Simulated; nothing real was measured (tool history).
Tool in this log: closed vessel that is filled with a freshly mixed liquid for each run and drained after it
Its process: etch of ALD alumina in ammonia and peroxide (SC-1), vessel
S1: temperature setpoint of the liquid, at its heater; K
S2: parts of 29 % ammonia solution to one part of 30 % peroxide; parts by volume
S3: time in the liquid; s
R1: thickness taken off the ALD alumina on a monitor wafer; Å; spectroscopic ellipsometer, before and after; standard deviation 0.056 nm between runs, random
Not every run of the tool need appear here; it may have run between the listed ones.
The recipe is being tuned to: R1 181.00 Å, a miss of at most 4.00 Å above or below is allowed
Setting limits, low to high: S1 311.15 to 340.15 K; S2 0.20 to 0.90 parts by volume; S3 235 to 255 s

run  hour      S1    S2   S3      R1
  1   0.0  324.15  0.50  235  210.95
  2   2.1  324.15  0.50  235  212.43
  3   9.8  324.15  0.40  235  207.21
  4  13.1  323.15  0.40  235  196.80
  5  15.4  323.15  0.40  255  213.62
  6  17.3  323.15  0.40  235  195.92
  7  18.5  322.65  0.40  235  190.98
  8  25.6  322.15  0.40  235  186.09

Exactly one of the 5 candidate moves below puts every result within its allowed miss. Which one?
  A  32.7  322.15  0.20  255   ?
  B  32.7  319.65  0.45  250   ?
  C  32.7  320.15  0.20  255   ?
  D  32.7  322.65  0.30  245   ?
  E  32.7  321.65  0.45  235   ?

move      R1
   A  188.15
   B  173.31
   C  168.26
   D  193.18
   E  182.22
A: its largest miss is bigger than the last run's
B: takes the result that was furthest off past its target
C: takes the result that was furthest off past its target
D: its largest miss is bigger than the last run's
E: all results land within tolerance of their targets
The move that meets every target is E.
